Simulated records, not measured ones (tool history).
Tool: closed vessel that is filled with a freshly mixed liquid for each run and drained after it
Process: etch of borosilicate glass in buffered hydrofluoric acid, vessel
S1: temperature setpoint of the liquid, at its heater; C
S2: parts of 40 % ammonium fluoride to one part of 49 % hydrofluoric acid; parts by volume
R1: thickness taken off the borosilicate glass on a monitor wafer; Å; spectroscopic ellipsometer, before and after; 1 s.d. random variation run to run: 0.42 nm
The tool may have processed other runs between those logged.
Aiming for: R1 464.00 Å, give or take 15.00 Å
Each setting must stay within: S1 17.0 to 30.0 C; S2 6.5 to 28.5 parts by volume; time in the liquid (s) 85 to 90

{"run": 1, "hour": 0.0, "S1": 22.0, "S2": 17.5, "time in the liquid (s)": 85, "R1": 613.39}
{"run": 2, "hour": 1.5, "S1": 22.0, "S2": 17.5, "time in the liquid (s)": 85, "R1": 603.89}
{"run": 3, "hour": 7.9, "S1": 20.5, "S2": 17.5, "time in the liquid (s)": 85, "R1": 563.41}
{"run": 4, "hour": 13.4, "S1": 19.5, "S2": 17.5, "time in the liquid (s)": 85, "R1": 534.07}
{"run": 5, "hour": 22.4, "S1": 23.0, "S2": 17.5, "time in the liquid (s)": 85, "R1": 640.48}
{"run": 6, "hour": 29.2, "S1": 21.5, "S2": 17.5, "time in the liquid (s)": 85, "R1": 595.96}
{"run": 7, "hour": 31.8, "S1": 21.5, "S2": 17.5, "time in the liquid (s)": 85, "R1": 590.17}
{"run": 8, "hour": 38.9, "S1": 20.5, "S2": 17.5, "time in the liquid (s)": 85, "R1": 565.92}
{"run": 9, "hour": 44.2, "S1": 19.5, "S2": 17.5, "time in the liquid (s)": 85, "R1": 533.25}
{"run": 10, "hour": 50.0, "S1": 19.0, "S2": 17.5, "time in the liquid (s)": 85, "R1": 517.03}
{"run": 11, "hour": 53.7, "S1": 18.5, "S2": 17.5, "time in the liquid (s)": 85, "R1": 502.78}
{"run": 12, "hour": 58.5, "S1": 18.0, "S2": 17.5, "time in the liquid (s)": 85, "R1": 495.17}

Pick the move, out of 4, that brings all results within their allowed miss; only one does.
{"run": "A", "hour": 63.3, "S1": 17.5, "S2": 17.0, "time in the liquid (s)": 85, "R1": "?"}
{"run": "B", "hour": 63.3, "S1": 18.0, "S2": 20.5, "time in the liquid (s)": 85, "R1": "?"}
{"run": "C", "hour": 63.3, "S1": 19.5, "S2": 22.0, "time in the liquid (s)": 90, "R1": "?"}
{"run": "D", "hour": 63.3, "S1": 17.5, "S2": 19.5, "time in the liquid (s)": 85, "R1": "?"}

move=A R1=482.58
move=B R1=414.94
move=C R1=454.61
move=D R1=421.00
A: moves toward the targets from the last run without getting all of them in spec
B: takes the result that was furthest off past its target
C: all results in spec
D: takes the result that was furthest off past its target
C is the move that brings every result within its allowed miss.
